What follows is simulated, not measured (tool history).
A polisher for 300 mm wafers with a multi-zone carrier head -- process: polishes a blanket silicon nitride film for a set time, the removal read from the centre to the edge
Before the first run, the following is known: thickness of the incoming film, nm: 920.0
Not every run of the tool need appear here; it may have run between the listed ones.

run    day  flow of slurry (ml/min)  pressure of the head's centre zone  pressure of the head's middle zone  pressure of the head's edge zone  polishing time (s)  film removed at the wafer's centre (angstrom)  film removed at mid-radius (angstrom)  film removed at the wafer's edge (angstrom)
  1      0                      305                                   1                                   1                                 1                  40                                         1499.5                                 1366.1                                       1375.8
  2  0.354                      305                                   1                                   1                              0.96                  40                                         1497.6                                 1382.9                                       1372.6
  3  0.688                      305                                   1                                   1                              0.96                  48                                         1777.8                                 1644.2                                         1567
  4  1.021                      305                                   1                                   1                              1.02                  48                                         1828.1                                 1657.9                                       1661.9
  5  1.396                      305                                1.05                                   1                              1.02                  48                                         1920.4                                 1656.4                                       1665.5
     1.596  -- centre zone pressure recalibrated
  6  1.596                      290                                0.99                                   1                              0.98                  48                                         1642.1                                 1663.6                                       1612.6
  7  1.638                      290                                0.99                                0.99                              0.94                  48                                         1616.3                                 1623.1                                       1581.6

For run 8, what comes out?
  8  1.883                      295                                0.99                                   1                              0.91                  48                                              ?                                      ?                                            ?

Logged for run 8: film removed at the wafer's centre (angstrom) 1640.3, film removed at mid-radius (angstrom) 1656.9, film removed at the wafer's edge (angstrom) 1583.6.

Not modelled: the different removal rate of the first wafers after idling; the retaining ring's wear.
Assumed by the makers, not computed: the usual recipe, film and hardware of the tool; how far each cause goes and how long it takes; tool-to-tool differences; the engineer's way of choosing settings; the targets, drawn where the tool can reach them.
